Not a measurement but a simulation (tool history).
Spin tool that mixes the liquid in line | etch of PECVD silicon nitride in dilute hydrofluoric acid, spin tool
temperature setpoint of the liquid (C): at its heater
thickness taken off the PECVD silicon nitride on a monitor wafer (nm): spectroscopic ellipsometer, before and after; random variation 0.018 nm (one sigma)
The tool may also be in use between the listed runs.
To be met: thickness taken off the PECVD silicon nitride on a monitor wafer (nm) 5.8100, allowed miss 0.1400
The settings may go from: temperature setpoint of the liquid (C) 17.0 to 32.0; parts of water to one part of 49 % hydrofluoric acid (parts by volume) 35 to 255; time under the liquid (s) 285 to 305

run  hour  temperature setpoint of the liquid (C)  parts of water to one part of 49 % hydrofluoric acid (parts by volume)  time under the liquid (s)  thickness taken off the PECVD silicon nitride on a monitor wafer (nm)
  1   0.0                                    24.0                                                                     145                        285                                                                11.3440
  2   6.9                                    22.0                                                                     155                        285                                                                 9.2877
  3  11.0                                    24.0                                                                     155                        285                                                                10.6410
  4  18.1                                    24.0                                                                     175                        285                                                                 9.4079
  5  22.6                                    24.0                                                                     155                        285                                                                10.5890
  6  24.3                                    22.5                                                                     155                        285                                                                 9.6062
  7  31.4                                    21.0                                                                     160                        285                                                                 8.4437
  8  37.9                                    20.0                                                                     165                        285                                                                 7.7248
  9  46.8                                    19.0                                                                     170                        285                                                                 6.9909
 10  52.7                                    18.5                                                                     170                        285                                                                 6.7724
 11  53.9                                    18.0                                                                     170                        285                                                                 6.5768
 12  58.3                                    17.5                                                                     175                        285                                                                 6.1403

4 next moves are on the table. One of them brings every result within its allowed miss. Which?
  A  62.7                                    17.5                                                                     190                        295                                                                      ?
  B  62.7                                    17.0                                                                     165                        285                                                                      ?
  C  62.7                                    17.5                                                                     165                        290                                                                      ?
  D  62.7                                    20.0                                                                     215                        300                                                                      ?

move  thickness taken off the PECVD silicon nitride on a monitor wafer (nm)
   A                                                                 5.8578
   B                                                                 6.2653
   C                                                                 6.5960
   D                                                                 6.2403
A: meets every target
B: further off than the last run
C: further off than the last run
D: further off than the last run
The right move is A.
